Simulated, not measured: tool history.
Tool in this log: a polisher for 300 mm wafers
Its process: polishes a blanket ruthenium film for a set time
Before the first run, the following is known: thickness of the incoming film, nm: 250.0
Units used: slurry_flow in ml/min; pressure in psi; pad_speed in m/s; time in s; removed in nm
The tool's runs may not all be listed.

| run | hour | slurry_flow | pressure | pad_speed | time | removed |
|---|---|---|---|---|---|---|
| 1 | 0.0 | 290 | 1.5 | 0.88 | 24 | 15.805 |
| 2 | 1.1 | 315 | 1.5 | 0.88 | 24 | 16.182 |
| 3 | 8.5 | 315 | 1.5 | 1.02 | 24 | 18.584 |
| 4 | 11.6 | 315 | 1.5 | 1.02 | 22 | 16.762 |
| 5 | 13.9 | 315 | 1.5 | 1.14 | 22 | 18.733 |
| 6 | 17.3 | 315 | 1.5 | 1.14 | 22 | 18.936 |
| 7 | 19.7 | 315 | 1.6 | 1.14 | 22 | 20.147 |

Run 8 has not been measured yet. What should we expect?
| 8 | 21.5 | 315 | 1.7 | 1.14 | 22 | ? |

Logged for run 8: removed 21.363 nm.

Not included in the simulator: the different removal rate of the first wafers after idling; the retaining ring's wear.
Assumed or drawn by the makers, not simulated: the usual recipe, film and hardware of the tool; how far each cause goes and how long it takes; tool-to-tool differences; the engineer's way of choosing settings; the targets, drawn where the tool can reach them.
